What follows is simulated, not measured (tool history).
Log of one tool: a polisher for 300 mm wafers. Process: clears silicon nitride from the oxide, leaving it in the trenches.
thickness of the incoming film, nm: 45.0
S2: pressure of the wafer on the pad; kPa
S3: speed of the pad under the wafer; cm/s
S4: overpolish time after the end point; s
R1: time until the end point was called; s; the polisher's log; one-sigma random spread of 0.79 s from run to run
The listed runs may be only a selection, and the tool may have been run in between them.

Run 1, hour 0.0: flow of slurry (ml/min) 165, S2 11.7 kPa, S3 76 cm/s, S4 12 s. Result: R1 119.240 s.
Run 2, hour 2.3: flow of slurry (ml/min) 170, S2 13.8 kPa, S3 76 cm/s, S4 12 s. Result: R1 101.230 s.
Run 3, hour 8.9: flow of slurry (ml/min) 170, S2 13.8 kPa, S3 76 cm/s, S4 10 s. Result: R1 101.550 s.
Run 4, hour 12.5: flow of slurry (ml/min) 170, S2 11.7 kPa, S3 76 cm/s, S4 10 s. Result: R1 118.660 s.
Run 5, hour 16.1: flow of slurry (ml/min) 175, S2 13.8 kPa, S3 76 cm/s, S4 10 s. Result: R1 99.977 s.
Run 6, hour 23.0: flow of slurry (ml/min) 175, S2 13.8 kPa, S3 76 cm/s, S4 12 s. Result: R1 102.100 s.

Forecast run 7:
Run 7, hour 31.6: flow of slurry (ml/min) 175, S2 13.8 kPa, S3 76 cm/s, S4 12 s. Result: R1 ?.

{"run 7": {"R1": 99.231}}
